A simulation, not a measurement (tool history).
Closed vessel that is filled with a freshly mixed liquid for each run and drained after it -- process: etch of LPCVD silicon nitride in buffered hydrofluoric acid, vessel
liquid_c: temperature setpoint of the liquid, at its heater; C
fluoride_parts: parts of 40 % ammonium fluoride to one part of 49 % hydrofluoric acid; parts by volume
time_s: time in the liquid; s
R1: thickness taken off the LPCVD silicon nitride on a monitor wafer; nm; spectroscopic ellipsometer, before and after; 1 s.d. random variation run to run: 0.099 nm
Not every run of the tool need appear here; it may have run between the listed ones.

{"run": 1, "hour": 0.0, "liquid_c": 21, "fluoride_parts": 13, "time_s": 1550, "R1": 17.131}
{"run": 2, "hour": 3.2, "liquid_c": 20, "fluoride_parts": 13, "time_s": 1550, "R1": 16.197}
{"run": 3, "hour": 11.9, "liquid_c": 19.5, "fluoride_parts": 13, "time_s": 1550, "R1": 15.748}
{"run": 4, "hour": 14.9, "liquid_c": 17, "fluoride_parts": 13, "time_s": 1550, "R1": 13.791}
{"run": 5, "hour": 17.8, "liquid_c": 17, "fluoride_parts": 10.5, "time_s": 1550, "R1": 16.762}
{"run": 6, "hour": 22.0, "liquid_c": 17, "fluoride_parts": 10.5, "time_s": 1660, "R1": 18.033}
{"run": 7, "hour": 25.9, "liquid_c": 17, "fluoride_parts": 11.5, "time_s": 1660, "R1": 16.604}
{"run": 8, "hour": 33.2, "liquid_c": 17, "fluoride_parts": 12, "time_s": 1660, "R1": 15.675}
{"run": 9, "hour": 41.9, "liquid_c": 17, "fluoride_parts": 12.5, "time_s": 1660, "R1": 15.057}
{"run": 10, "hour": 46.6, "liquid_c": 17, "fluoride_parts": 13, "time_s": 1660, "R1": 14.522}
{"run": 11, "hour": 48.5, "liquid_c": 17, "fluoride_parts": 13, "time_s": 1660, "R1": 14.557}
{"run": 12, "hour": 55.9, "liquid_c": 17, "fluoride_parts": 13.5, "time_s": 1660, "R1": 14.085}

Estimate the outcome of run 13 from the log above:
{"run": 13, "hour": 61.9, "liquid_c": 17, "fluoride_parts": 14, "time_s": 1660, "R1": "?"}

{"run 13": {"R1": 13.492}}
